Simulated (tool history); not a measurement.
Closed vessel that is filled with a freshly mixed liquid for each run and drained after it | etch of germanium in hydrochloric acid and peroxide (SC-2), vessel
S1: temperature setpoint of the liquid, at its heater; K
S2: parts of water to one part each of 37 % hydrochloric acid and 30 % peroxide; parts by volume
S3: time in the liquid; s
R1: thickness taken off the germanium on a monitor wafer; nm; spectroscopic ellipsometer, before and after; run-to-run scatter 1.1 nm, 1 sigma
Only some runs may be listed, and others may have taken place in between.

run	hour	S1	S2	S3	R1
1	0	325.15	8	85	213.19
2	1.9	321.15	8	85	188.36
3	2.9	327.65	8	85	232.05
4	10.3	323.15	8	85	200.89
5	17.8	319.65	8	85	179.73
6	20.1	317.65	8	85	167.47
7	29.3	316.15	8	85	162.17

Run 8 is up next; what results do you expect?
# hour 35.4: new drum of peroxide connected
8	35.4	315.15	8	85	?

R1: 154.41 nm

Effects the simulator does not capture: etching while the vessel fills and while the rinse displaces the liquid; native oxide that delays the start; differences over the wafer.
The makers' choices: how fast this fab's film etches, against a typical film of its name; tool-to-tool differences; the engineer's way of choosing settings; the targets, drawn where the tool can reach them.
